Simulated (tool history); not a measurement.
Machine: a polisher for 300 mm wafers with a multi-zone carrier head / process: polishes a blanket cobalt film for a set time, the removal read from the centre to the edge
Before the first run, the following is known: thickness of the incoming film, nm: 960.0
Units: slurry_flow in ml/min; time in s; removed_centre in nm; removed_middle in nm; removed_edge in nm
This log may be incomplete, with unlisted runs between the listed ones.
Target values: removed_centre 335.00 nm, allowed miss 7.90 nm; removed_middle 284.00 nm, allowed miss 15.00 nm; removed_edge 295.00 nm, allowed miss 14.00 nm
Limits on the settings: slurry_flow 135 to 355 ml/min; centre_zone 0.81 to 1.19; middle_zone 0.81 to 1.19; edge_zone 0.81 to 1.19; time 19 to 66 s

run,day,slurry_flow,centre_zone,middle_zone,edge_zone,time,removed_centre,removed_middle,removed_edge
1,0.000,225,1.00,1.00,1.00,42,232.98,226.67,224.44
2,0.217,225,1.00,1.00,1.00,49,271.71,266.75,262.47
3,0.342,240,1.04,1.00,1.03,50,294.29,273.01,275.93
4,0.400,255,1.06,1.00,1.04,50,302.68,277.55,284.47
5,0.471,270,1.08,1.00,1.04,50,308.22,279.05,275.54
6,0.517,270,1.10,1.00,1.06,50,311.79,284.81,282.45
7,0.571,275,1.12,0.98,1.07,50,314.75,274.17,279.19
8,0.921,280,1.13,0.98,1.09,50,327.08,277.99,285.15
9,1.117,285,1.13,0.98,1.10,50,327.85,280.97,278.56

Exercise: of the 4 proposed moves below, exactly one satisfies all targets within the stated allowed misses. Which move is it?
A,1.312,340,1.14,1.11,1.15,50,?,?,?
B,1.312,230,1.12,0.97,1.00,54,?,?,?
C,1.312,175,0.94,0.82,0.81,63,?,?,?
D,1.312,290,1.04,1.11,1.03,53,?,?,?

move,removed_centre,removed_middle,removed_edge
A,333.73,316.94,298.11
B,338.70,293.60,294.83
C,317.80,287.77,309.04
D,317.44,331.37,297.97
A: the worst result of the last run now meets its target, but another is out of spec
B: in spec on every target
C: takes the result that was furthest off past its target
D: the worst result of the last run now meets its target, but another is out of spec
Move B is the one to make.
